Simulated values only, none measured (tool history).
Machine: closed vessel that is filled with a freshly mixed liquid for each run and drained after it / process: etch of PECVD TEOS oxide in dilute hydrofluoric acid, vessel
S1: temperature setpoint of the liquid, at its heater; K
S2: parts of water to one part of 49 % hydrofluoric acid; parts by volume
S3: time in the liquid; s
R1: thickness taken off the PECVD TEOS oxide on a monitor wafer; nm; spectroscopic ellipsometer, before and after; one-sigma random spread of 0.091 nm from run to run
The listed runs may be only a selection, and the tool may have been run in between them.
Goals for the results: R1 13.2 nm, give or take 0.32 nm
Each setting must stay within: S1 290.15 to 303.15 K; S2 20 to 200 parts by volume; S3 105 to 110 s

run	hour	S1	S2	S3	R1
1	0	295.15	110	105	8.2888
2	4.2	297.65	110	105	9.1657
3	6.2	298.65	105	105	9.9155
4	8.5	298.65	105	110	10.44
5	10.2	299.65	105	110	10.964
6	16.2	301.15	105	110	11.455
7	18.8	301.65	105	110	11.827
8	24	302.15	105	110	11.972

Which of these 4 next moves meets every target?
A	29.2	303.15	100	110	?
B	29.2	299.65	85	110	?
C	29.2	302.65	105	105	?
D	29.2	300.15	85	110	?

move	R1
A	13.221
B	13.884
C	11.714
D	14.158
A: in spec on every target
B: pushes the last run's worst result past its target
C: further off than the last run
D: pushes the last run's worst result past its target
So the answer is move A, the one that meets all the targets.
